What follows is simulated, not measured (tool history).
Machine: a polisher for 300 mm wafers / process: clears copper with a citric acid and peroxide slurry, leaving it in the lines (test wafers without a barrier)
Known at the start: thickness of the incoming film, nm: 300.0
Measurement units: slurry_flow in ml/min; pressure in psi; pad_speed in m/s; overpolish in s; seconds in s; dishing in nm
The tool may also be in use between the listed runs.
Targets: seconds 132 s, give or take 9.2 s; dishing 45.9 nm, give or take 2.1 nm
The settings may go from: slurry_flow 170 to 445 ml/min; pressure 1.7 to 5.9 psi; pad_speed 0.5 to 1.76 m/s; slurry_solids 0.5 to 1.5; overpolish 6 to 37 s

{"run": 1, "hour": 0.0, "slurry_flow": 285, "pressure": 3.8, "pad_speed": 1.12, "slurry_solids": 1, "overpolish": 19, "seconds": 84.556, "dishing": 43.687}
{"run": 2, "hour": 1.3, "slurry_flow": 285, "pressure": 4.4, "pad_speed": 1.12, "slurry_solids": 1, "overpolish": 19, "seconds": 72.076, "dishing": 47.864}
{"run": 3, "hour": 7.6, "slurry_flow": 285, "pressure": 4.4, "pad_speed": 0.84, "slurry_solids": 1, "overpolish": 19, "seconds": 98.088, "dishing": 39.034}
{"run": 4, "hour": 9.2, "slurry_flow": 285, "pressure": 4.1, "pad_speed": 0.84, "slurry_solids": 1, "overpolish": 19, "seconds": 101.18, "dishing": 37.541}
{"run": 5, "hour": 10.2, "slurry_flow": 330, "pressure": 4.1, "pad_speed": 0.84, "slurry_solids": 1, "overpolish": 19, "seconds": 100.75, "dishing": 37.219}
{"run": 6, "hour": 13.6, "slurry_flow": 330, "pressure": 3.9, "pad_speed": 0.84, "slurry_solids": 1, "overpolish": 20, "seconds": 104.48, "dishing": 37.696}
{"run": 7, "hour": 22.6, "slurry_flow": 325, "pressure": 3.8, "pad_speed": 0.84, "slurry_solids": 1, "overpolish": 21, "seconds": 105.78, "dishing": 38.343}
{"run": 8, "hour": 23.4, "slurry_flow": 325, "pressure": 3.8, "pad_speed": 0.84, "slurry_solids": 1, "overpolish": 21, "seconds": 107.52, "dishing": 37.686}
{"run": 9, "hour": 27.3, "slurry_flow": 320, "pressure": 3.7, "pad_speed": 0.84, "slurry_solids": 1, "overpolish": 23, "seconds": 110.55, "dishing": 39.06}
{"run": 10, "hour": 35.7, "slurry_flow": 315, "pressure": 3.6, "pad_speed": 0.84, "slurry_solids": 1, "overpolish": 24, "seconds": 107.58, "dishing": 39.574}
{"run": 11, "hour": 39.8, "slurry_flow": 325, "pressure": 3.5, "pad_speed": 0.82, "slurry_solids": 1, "overpolish": 26, "seconds": 117.23, "dishing": 41.411}
{"run": 12, "hour": 40.4, "slurry_flow": 325, "pressure": 3.4, "pad_speed": 0.82, "slurry_solids": 1, "overpolish": 27, "seconds": 122.98, "dishing": 41.967}
{"run": 13, "hour": 41.1, "slurry_flow": 325, "pressure": 3.4, "pad_speed": 0.82, "slurry_solids": 1, "overpolish": 28, "seconds": 120.16, "dishing": 41.904}
{"run": 14, "hour": 48.9, "slurry_flow": 325, "pressure": 3.4, "pad_speed": 0.82, "slurry_solids": 1, "overpolish": 29, "seconds": 120.97, "dishing": 43.538}
{"run": 15, "hour": 57.1, "slurry_flow": 325, "pressure": 3.4, "pad_speed": 0.82, "slurry_solids": 1, "overpolish": 30, "seconds": 119.92, "dishing": 45.745}

Exactly one of the 5 candidate moves below puts every result within its allowed miss. Which one?
{"run": "A", "hour": 65.3, "slurry_flow": 330, "pressure": 3.2, "pad_speed": 0.8, "slurry_solids": 1.05, "overpolish": 30, "seconds": "?", "dishing": "?"}
{"run": "B", "hour": 65.3, "slurry_flow": 295, "pressure": 2.7, "pad_speed": 1.08, "slurry_solids": 1.2, "overpolish": 29, "seconds": "?", "dishing": "?"}
{"run": "C", "hour": 65.3, "slurry_flow": 270, "pressure": 3.3, "pad_speed": 0.8, "slurry_solids": 1, "overpolish": 34, "seconds": "?", "dishing": "?"}
{"run": "D", "hour": 65.3, "slurry_flow": 300, "pressure": 3.3, "pad_speed": 0.62, "slurry_solids": 1.05, "overpolish": 34, "seconds": "?", "dishing": "?"}
{"run": "E", "hour": 65.3, "slurry_flow": 345, "pressure": 2.9, "pad_speed": 0.78, "slurry_solids": 1, "overpolish": 34, "seconds": "?", "dishing": "?"}

move=A seconds=132.27 dishing=42.022
move=B seconds=114.43 dishing=45.095
move=C seconds=132.04 dishing=46.177
move=D seconds=164.86 dishing=39.212
move=E seconds=149.91 dishing=41.845
A: gets the furthest-off result to its target, but another result is out of tolerance
B: lands further from the targets than the last run did
C: all results land within tolerance of their targets
D: the result that was furthest off in the last run now lies on the other side of its target
E: the result that was furthest off in the last run now lies on the other side of its target
The move that meets every target is C.
